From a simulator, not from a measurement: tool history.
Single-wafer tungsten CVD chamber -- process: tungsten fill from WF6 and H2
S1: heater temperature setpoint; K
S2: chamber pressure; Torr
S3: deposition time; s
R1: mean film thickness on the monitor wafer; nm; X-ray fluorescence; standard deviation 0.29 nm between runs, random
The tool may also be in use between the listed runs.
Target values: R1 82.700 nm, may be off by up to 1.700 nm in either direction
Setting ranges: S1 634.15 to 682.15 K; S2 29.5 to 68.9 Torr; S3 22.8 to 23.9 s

{"run": 1, "hour": 0.0, "S1": 658.15, "S2": 49.2, "S3": 23.9, "R1": 67.454}
{"run": 2, "hour": 8.9, "S1": 648.15, "S2": 49.2, "S3": 23.9, "R1": 55.412}
{"run": 3, "hour": 15.5, "S1": 652.15, "S2": 49.4, "S3": 23.9, "R1": 60.125}
{"run": 4, "hour": 21.6, "S1": 655.15, "S2": 49.5, "S3": 23.9, "R1": 64.065}
{"run": 5, "hour": 25.6, "S1": 657.15, "S2": 49.6, "S3": 23.9, "R1": 66.199}
{"run": 6, "hour": 27.9, "S1": 657.15, "S2": 49.6, "S3": 22.8, "R1": 63.369}
{"run": 7, "hour": 31.9, "S1": 659.15, "S2": 49.7, "S3": 22.8, "R1": 65.971}
{"run": 8, "hour": 40.2, "S1": 661.15, "S2": 49.8, "S3": 22.8, "R1": 68.97}
{"run": 9, "hour": 48.6, "S1": 663.15, "S2": 49.9, "S3": 22.8, "R1": 71.18}

Below are 5 possible settings for the next run. Only one of them brings all results inside the allowed miss of their targets. Which is it?
{"run": "A", "hour": 57.0, "S1": 670.15, "S2": 47.8, "S3": 23.7, "R1": "?"}
{"run": "B", "hour": 57.0, "S1": 668.15, "S2": 58.7, "S3": 23.3, "R1": "?"}
{"run": "C", "hour": 57.0, "S1": 666.15, "S2": 56.1, "S3": 23.9, "R1": "?"}
{"run": "D", "hour": 57.0, "S1": 674.15, "S2": 44.6, "S3": 23.9, "R1": "?"}
{"run": "E", "hour": 57.0, "S1": 679.15, "S2": 40.1, "S3": 23.9, "R1": "?"}

move=A R1=82.767
move=B R1=88.764
move=C R1=85.387
move=D R1=85.886
move=E R1=87.181
A: all results land within tolerance of their targets
B: pushes the last run's worst result past its target
C: pushes the last run's worst result past its target
D: pushes the last run's worst result past its target
E: pushes the last run's worst result past its target
So the answer is move A, the one that meets all the targets.
